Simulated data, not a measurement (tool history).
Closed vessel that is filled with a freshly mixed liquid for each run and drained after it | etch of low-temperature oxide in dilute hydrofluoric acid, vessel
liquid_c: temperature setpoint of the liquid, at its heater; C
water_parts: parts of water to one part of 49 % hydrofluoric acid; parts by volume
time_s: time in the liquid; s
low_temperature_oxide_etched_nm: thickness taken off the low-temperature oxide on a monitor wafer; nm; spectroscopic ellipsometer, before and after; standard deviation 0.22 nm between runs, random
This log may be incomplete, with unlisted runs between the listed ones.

| run | hour | liquid_c | water_parts | time_s | low_temperature_oxide_etched_nm |
|---|---|---|---|---|---|
| 1 | 0 | 22 | 175 | 375 | 17.176 |
| 2 | 3.6 | 22 | 175 | 375 | 17.308 |
| 3 | 10.7 | 23 | 175 | 375 | 17.867 |
| 4 | 14.3 | 24 | 175 | 375 | 18.545 |
| 5 | 19.2 | 24 | 175 | 375 | 18.253 |
| 6 | 28.3 | 24 | 175 | 375 | 18.372 |
|  | 29.4 | hydrofluoric acid flow meter replaced |
| 7 | 29.4 | 24.5 | 170 | 375 | 21.212 |
| 8 | 31.8 | 25 | 170 | 375 | 21.584 |

Expected results for the next run?
| 9 | 33.2 | 25.5 | 170 | 375 | ? |

Run 9 yielded low_temperature_oxide_etched_nm 22.296 nm.
